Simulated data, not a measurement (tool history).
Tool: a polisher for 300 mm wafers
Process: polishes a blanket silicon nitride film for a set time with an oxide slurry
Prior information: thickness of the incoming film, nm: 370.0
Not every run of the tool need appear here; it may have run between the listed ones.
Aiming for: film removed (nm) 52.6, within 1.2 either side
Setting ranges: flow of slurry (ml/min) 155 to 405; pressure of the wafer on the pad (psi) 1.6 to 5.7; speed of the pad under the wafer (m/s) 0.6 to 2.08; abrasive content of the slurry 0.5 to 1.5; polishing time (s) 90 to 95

| run | hour | flow of slurry (ml/min) | pressure of the wafer on the pad (psi) | speed of the pad under the wafer (m/s) | abrasive content of the slurry | polishing time (s) | film removed (nm) |
|---|---|---|---|---|---|---|---|
| 1 | 0 | 260 | 3.6 | 1.34 | 1 | 90 | 86.028 |
| 2 | 3.2 | 260 | 3.6 | 1.58 | 1 | 90 | 93.534 |
| 3 | 9.8 | 260 | 3.6 | 1.58 | 1 | 90 | 95.05 |
| 4 | 12.5 | 260 | 3.6 | 1.58 | 1.2 | 90 | 102.97 |
| 5 | 20.3 | 260 | 3.6 | 1.58 | 1.35 | 90 | 108 |
| 6 | 26.8 | 255 | 3.3 | 1.54 | 1.35 | 90 | 98.381 |
| 7 | 28.1 | 255 | 3 | 1.48 | 1.35 | 90 | 87.403 |
| 8 | 33.1 | 255 | 2.8 | 1.44 | 1.35 | 90 | 80.959 |
| 9 | 37.9 | 235 | 1.8 | 1.26 | 1.35 | 90 | 48.409 |
| 10 | 40.2 | 245 | 1.8 | 1.26 | 1.35 | 90 | 49.126 |
| 11 | 46 | 255 | 1.8 | 1.26 | 1.35 | 90 | 48.781 |

Which one of the following 5 next-run settings gets every result inside its allowed miss? There is exactly one.
| A | 51.8 | 215 | 2 | 1.44 | 0.9 | 90 | ? |
| B | 51.8 | 295 | 2 | 1.04 | 1.3 | 90 | ? |
| C | 51.8 | 265 | 2.1 | 1.24 | 1.25 | 90 | ? |
| D | 51.8 | 250 | 2.1 | 1.16 | 1.15 | 90 | ? |
| E | 51.8 | 275 | 1.8 | 1.26 | 1.4 | 95 | ? |

| move | film removed (nm) |
|---|---|
| A | 46.472 |
| B | 48.833 |
| C | 54.508 |
| D | 50.269 |
| E | 52.864 |
A: further off than the last run
B: as far off as the last run
C: carries the result that was furthest off beyond its target, to the other side
D: gains on the last run, yet a result remains outside its allowed miss
E: every result lands within tolerance
Go with E: it meets all targets.
